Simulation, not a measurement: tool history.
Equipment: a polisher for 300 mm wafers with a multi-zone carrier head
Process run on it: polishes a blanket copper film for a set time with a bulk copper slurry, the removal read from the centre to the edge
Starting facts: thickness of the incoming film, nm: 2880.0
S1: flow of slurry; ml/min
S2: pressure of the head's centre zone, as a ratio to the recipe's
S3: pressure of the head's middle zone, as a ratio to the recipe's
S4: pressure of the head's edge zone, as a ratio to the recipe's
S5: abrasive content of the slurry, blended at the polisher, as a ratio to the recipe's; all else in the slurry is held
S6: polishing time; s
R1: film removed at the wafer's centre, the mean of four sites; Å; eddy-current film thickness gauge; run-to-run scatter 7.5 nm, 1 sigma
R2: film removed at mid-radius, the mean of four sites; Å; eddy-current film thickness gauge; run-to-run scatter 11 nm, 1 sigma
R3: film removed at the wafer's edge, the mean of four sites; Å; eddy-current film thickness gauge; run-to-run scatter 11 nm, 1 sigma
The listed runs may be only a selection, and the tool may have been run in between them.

{"run": 1, "hour": 0.0, "S1": 220, "S2": 1, "S3": 1, "S4": 1, "S5": 1, "S6": 74, "R1": 6641.2, "R2": 6841, "R3": 6637.5}
{"run": 2, "hour": 8.5, "S1": 220, "S2": 1, "S3": 1.05, "S4": 1, "S5": 1, "S6": 74, "R1": 6580.3, "R2": 7134.5, "R3": 6355.8}
{"run": 3, "hour": 11.8, "S1": 230, "S2": 1.02, "S3": 1.06, "S4": 1.03, "S5": 1.15, "S6": 78, "R1": 7241.4, "R2": 7699.7, "R3": 7175.8}
{"run": 4, "hour": 13.8, "S1": 230, "S2": 1.02, "S3": 1.06, "S4": 1.03, "S5": 1.05, "S6": 78, "R1": 7194.1, "R2": 7808.8, "R3": 6994.3}
{"run": 5, "hour": 19.1, "S1": 245, "S2": 1.06, "S3": 1.09, "S4": 1.07, "S5": 1.15, "S6": 80, "R1": 7844.2, "R2": 8248.1, "R3": 7479.2}
{"run": 6, "hour": 23.9, "S1": 245, "S2": 1.06, "S3": 1.09, "S4": 1.07, "S5": 0.95, "S6": 80, "R1": 7541.9, "R2": 7940, "R3": 7204.4}
{"run": 7, "hour": 28.2, "S1": 255, "S2": 1.08, "S3": 1.11, "S4": 1.09, "S5": 1.1, "S6": 82, "R1": 8090.8, "R2": 8485.7, "R3": 7683.6}

Run 8, settings as shown, results not yet in. Your forecast:
{"run": 8, "hour": 34.7, "S1": 260, "S2": 1.1, "S3": 1.13, "S4": 1.1, "S5": 1.2, "S6": 83, "R1": "?", "R2": "?", "R3": "?"}

Run 8 came out at R1 8551 Å, R2 8697.9 Å, R3 7787.1 Å.
